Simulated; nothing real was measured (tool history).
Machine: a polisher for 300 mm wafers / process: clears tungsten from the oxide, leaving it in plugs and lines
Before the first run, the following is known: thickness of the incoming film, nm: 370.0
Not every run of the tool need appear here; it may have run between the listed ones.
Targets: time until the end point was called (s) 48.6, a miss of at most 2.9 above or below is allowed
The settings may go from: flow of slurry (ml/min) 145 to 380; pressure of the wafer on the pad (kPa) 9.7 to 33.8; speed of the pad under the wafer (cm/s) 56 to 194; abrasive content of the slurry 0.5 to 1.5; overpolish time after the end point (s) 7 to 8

run,day,flow of slurry (ml/min),pressure of the wafer on the pad (kPa),speed of the pad under the wafer (cm/s),abrasive content of the slurry,overpolish time after the end point (s),time until the end point was called (s)
1,0,245,21.4,124,1,8,60.435
2,0.071,245,21.4,124,1,8,60.516
3,0.325,245,21.4,124,1.1,8,58.762
4,0.65,245,22.1,124,1.1,8,56.567
5,0.762,245,22.1,124,1.1,8,57.951
6,1.088,245,22.1,106,1.1,8,67.038
7,1.171,245,23.4,108,1.1,8,62.534
8,1.383,245,24.8,110,1.1,8,57.248
9,1.429,245,25.5,110,1.1,8,56.339
10,1.654,245,26.2,110,1.1,8,55.333
11,1.912,245,26.2,110,1.1,8,56.296
12,2.225,245,26.9,112,1.1,8,52.482

Which single option among these 5 for the next run brings every result within its allowed miss of target? Just one does.
A,2.538,245,26.2,134,1.2,8,?
B,2.538,295,33.8,108,1,7,?
C,2.538,220,29.6,116,1,8,?
D,2.538,235,29.6,102,0.85,7,?
E,2.538,245,25.5,142,1.15,7,?

move,time until the end point was called (s)
A,44.389
B,43.832
C,47.614
D,55.591
E,43.485
A: carries the result that was furthest off beyond its target, to the other side
B: carries the result that was furthest off beyond its target, to the other side
C: all results land within tolerance of their targets
D: lands further from the targets than the last run did
E: carries the result that was furthest off beyond its target, to the other side
The move that meets every target is C.
